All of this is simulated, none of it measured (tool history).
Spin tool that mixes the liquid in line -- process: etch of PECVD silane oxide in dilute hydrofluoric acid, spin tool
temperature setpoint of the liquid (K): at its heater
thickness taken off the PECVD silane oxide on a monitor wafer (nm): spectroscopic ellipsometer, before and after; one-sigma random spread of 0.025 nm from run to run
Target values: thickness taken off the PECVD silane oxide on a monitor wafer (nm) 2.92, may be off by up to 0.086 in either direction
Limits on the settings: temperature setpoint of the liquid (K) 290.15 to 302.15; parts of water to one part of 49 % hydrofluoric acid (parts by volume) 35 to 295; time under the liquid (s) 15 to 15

run,hour,temperature setpoint of the liquid (K),parts of water to one part of 49 % hydrofluoric acid (parts by volume),time under the liquid (s),thickness taken off the PECVD silane oxide on a monitor wafer (nm)
1,0,294.15,165,15,3.4719
2,3.1,291.15,165,15,3.1176
3,4.5,291.15,140,15,3.7219
4,6.2,291.15,145,15,3.5605
5,10,291.15,120,15,4.4122
6,10.8,291.15,130,15,3.9984
7,19,291.15,140,15,3.7222
8,23,291.15,145,15,3.5024
9,27.5,291.15,150,15,3.4481
10,28.8,291.15,155,15,3.3299
11,30.7,291.15,160,15,3.1526
12,32.1,290.65,165,15,2.999
13,32.8,290.65,165,15,3.0116

5 next moves are on the table. One of them brings every result within its allowed miss. Which?
A,33.5,290.15,160,15,?
B,33.5,292.65,180,15,?
C,33.5,290.65,160,15,?
D,33.5,294.65,180,15,?
E,33.5,290.15,155,15,?

move,thickness taken off the PECVD silane oxide on a monitor wafer (nm)
A,3.0733
B,2.961
C,3.1364
D,3.2004
E,3.1877
A: moves away from the targets compared with the last run
B: meets every target
C: moves away from the targets compared with the last run
D: moves away from the targets compared with the last run
E: moves away from the targets compared with the last run
Answer: B
